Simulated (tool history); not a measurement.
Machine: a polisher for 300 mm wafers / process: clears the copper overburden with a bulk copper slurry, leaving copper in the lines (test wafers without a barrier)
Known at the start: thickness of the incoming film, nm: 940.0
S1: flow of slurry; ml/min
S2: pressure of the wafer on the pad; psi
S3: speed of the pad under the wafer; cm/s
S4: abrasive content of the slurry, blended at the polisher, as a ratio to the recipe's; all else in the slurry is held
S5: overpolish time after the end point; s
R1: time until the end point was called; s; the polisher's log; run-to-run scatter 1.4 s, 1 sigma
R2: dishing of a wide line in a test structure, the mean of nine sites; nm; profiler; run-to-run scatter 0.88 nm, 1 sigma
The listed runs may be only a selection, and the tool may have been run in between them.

run,hour,S1,S2,S3,S4,S5,R1,R2
1,0.0,125,2.9,102,1.0,26,103.69,80.972
2,1.1,125,2.9,80,1.0,26,133.02,73.561
3,9.9,120,2.9,80,1.0,28,135.41,76.379
4,18.8,115,2.9,80,1.0,29,133.81,77.733
5,20.4,115,2.8,80,1.0,30,137.58,78.400
6,23.3,115,3.2,80,1.0,30,125.31,79.321
7,30.4,115,3.1,80,1.0,31,127.77,81.044
8,33.4,115,3.0,80,1.0,32,133.53,80.620

What will run 9 give?
9,37.2,115,2.9,80,1.0,33,?,?

For run 9 the tool returned R1 135.42 s, R2 80.708 nm.

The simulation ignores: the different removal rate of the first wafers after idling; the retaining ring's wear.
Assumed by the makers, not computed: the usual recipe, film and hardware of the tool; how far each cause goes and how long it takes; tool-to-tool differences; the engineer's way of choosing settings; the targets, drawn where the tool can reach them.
